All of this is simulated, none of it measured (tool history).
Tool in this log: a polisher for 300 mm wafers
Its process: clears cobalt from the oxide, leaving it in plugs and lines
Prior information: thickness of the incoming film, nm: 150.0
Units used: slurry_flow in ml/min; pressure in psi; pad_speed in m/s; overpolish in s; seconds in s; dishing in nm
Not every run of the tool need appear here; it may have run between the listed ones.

run 1 hour=0 | slurry_flow=190 pressure=1.5 pad_speed=0.82 overpolish=18 | seconds=39.829 dishing=44.21
run 2 hour=4 | slurry_flow=190 pressure=1.5 pad_speed=0.96 overpolish=18 | seconds=36.379 dishing=47.384
run 3 hour=6.9 | slurry_flow=190 pressure=1.5 pad_speed=0.84 overpolish=15 | seconds=39.22 dishing=39.575
run 4 hour=12.8 | slurry_flow=190 pressure=1.5 pad_speed=0.74 overpolish=13 | seconds=41.925 dishing=34.04
run 5 hour=18.7 | slurry_flow=190 pressure=1.5 pad_speed=0.66 overpolish=11 | seconds=45.798 dishing=28.308
run 6 hour=23 | slurry_flow=190 pressure=1.6 pad_speed=0.6 overpolish=10 | seconds=44.045 dishing=25.563
run 7 hour=25.3 | slurry_flow=175 pressure=1.7 pad_speed=0.56 overpolish=9 | seconds=44.296 dishing=25.649
run 8 hour=26.9 | slurry_flow=200 pressure=1.7 pad_speed=0.52 overpolish=8 | seconds=45.41 dishing=21.726

Forecast run 9:
run 9 hour=29.4 | slurry_flow=215 pressure=1.7 pad_speed=0.5 overpolish=7 | seconds=? dishing=?

seconds: 45.893 s
dishing: 19.38 nm

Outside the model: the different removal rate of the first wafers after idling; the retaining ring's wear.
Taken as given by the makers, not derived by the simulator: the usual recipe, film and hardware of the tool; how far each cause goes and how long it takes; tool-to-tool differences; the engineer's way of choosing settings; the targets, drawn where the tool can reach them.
